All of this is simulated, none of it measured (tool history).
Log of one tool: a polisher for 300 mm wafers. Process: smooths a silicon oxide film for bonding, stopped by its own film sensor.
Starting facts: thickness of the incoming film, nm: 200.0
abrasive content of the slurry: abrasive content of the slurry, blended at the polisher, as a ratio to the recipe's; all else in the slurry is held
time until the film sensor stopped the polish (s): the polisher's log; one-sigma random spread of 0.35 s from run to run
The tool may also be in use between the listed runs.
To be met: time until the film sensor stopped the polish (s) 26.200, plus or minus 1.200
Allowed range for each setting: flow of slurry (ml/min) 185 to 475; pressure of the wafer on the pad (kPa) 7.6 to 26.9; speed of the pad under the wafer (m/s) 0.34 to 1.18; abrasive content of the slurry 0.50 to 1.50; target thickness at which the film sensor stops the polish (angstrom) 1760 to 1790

run    day  flow of slurry (ml/min)  pressure of the wafer on the pad (kPa)  speed of the pad under the wafer (m/s)  abrasive content of the slurry  target thickness at which the film sensor stops the polish (angstrom)  time until the film sensor stopped the polish (s)
  1  0.000                      305                                    17.2                                    0.76                            1.00                                                                   1760                                             40.295
  2  0.167                      380                                    17.2                                    0.76                            1.00                                                                   1760                                             38.166
  3  0.362                      385                                    19.3                                    0.76                            1.00                                                                   1760                                             35.282
  4  0.533                      385                                    21.4                                    0.76                            1.00                                                                   1760                                             31.263
  5  0.712                      385                                    22.1                                    0.76                            1.00                                                                   1760                                             30.937
  6  1.083                      385                                    22.1                                    0.76                            1.00                                                                   1760                                             30.923
  7  1.417                      385                                    22.1                                    0.76                            1.00                                                                   1760                                             30.747
     1.675  -- slurry blender recalibrated
  8  1.675                      385                                    24.8                                    0.78                            1.00                                                                   1760                                             23.926
  9  1.829                      385                                    24.1                                    0.78                            1.00                                                                   1760                                             24.448

Which one of the following 4 next-run settings gets every result inside its allowed miss? There is exactly one.
  A  1.983                      415                                    15.9                                    1.12                            0.95                                                                   1780                                                  ?
  B  1.983                      335                                    21.4                                    0.84                            1.00                                                                   1790                                                  ?
  C  1.983                      405                                    20.0                                    0.92                            1.00                                                                   1790                                                  ?
  D  1.983                      405                                    24.1                                    0.90                            1.00                                                                   1770                                                  ?

move  time until the film sensor stopped the polish (s)
   A                                             26.702
   B                                             23.799
   C                                             23.263
   D                                             21.581
A: in spec on every target
B: the biggest miss grows against the last run
C: the biggest miss grows against the last run
D: the biggest miss grows against the last run
So the answer is move A, the one that meets all the targets.
